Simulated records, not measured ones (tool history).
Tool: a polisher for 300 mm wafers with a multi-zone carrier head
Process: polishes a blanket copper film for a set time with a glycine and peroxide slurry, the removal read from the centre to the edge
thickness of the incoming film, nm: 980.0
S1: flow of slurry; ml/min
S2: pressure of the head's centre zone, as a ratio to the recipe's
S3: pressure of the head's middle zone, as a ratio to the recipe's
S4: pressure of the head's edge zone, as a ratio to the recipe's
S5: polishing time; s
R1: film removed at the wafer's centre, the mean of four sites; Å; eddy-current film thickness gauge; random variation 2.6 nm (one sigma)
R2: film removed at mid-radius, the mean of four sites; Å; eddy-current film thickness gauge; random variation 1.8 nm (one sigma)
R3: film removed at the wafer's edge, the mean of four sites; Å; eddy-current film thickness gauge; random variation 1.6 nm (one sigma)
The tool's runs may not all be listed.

{"run": 1, "hour": 0.0, "S1": 160, "S2": 1.0, "S3": 1.0, "S4": 1.0, "S5": 42, "R1": 2663.7, "R2": 2663.3, "R3": 2642.6}
{"run": 2, "hour": 6.7, "S1": 160, "S2": 1.0, "S3": 1.06, "S4": 1.0, "S5": 42, "R1": 2697.7, "R2": 2836.4, "R3": 2638.0}
{"run": 3, "hour": 12.9, "S1": 160, "S2": 1.0, "S3": 1.01, "S4": 1.0, "S5": 42, "R1": 2669.3, "R2": 2699.5, "R3": 2614.4}
{"run": 4, "hour": 20.9, "S1": 155, "S2": 0.99, "S3": 0.98, "S4": 0.99, "S5": 41, "R1": 2586.6, "R2": 2547.4, "R3": 2540.6}
{"run": 5, "hour": 22.0, "S1": 155, "S2": 0.99, "S3": 1.06, "S4": 0.99, "S5": 41, "R1": 2599.5, "R2": 2740.3, "R3": 2535.6}
{"run": 6, "hour": 28.1, "S1": 155, "S2": 0.99, "S3": 1.09, "S4": 0.99, "S5": 41, "R1": 2545.3, "R2": 2775.5, "R3": 2549.3}
{"run": 7, "hour": 29.8, "S1": 145, "S2": 0.98, "S3": 1.05, "S4": 0.99, "S5": 40, "R1": 2450.1, "R2": 2617.1, "R3": 2422.4}

The next listed run, before its measurement:
{"run": 8, "hour": 37.2, "S1": 120, "S2": 0.94, "S3": 0.95, "S4": 1.09, "S5": 32, "R1": "?", "R2": "?", "R3": "?"}

Run 8 gave R1 1771.2 Å, R2 1787.9 Å, R3 1994.5 Å.
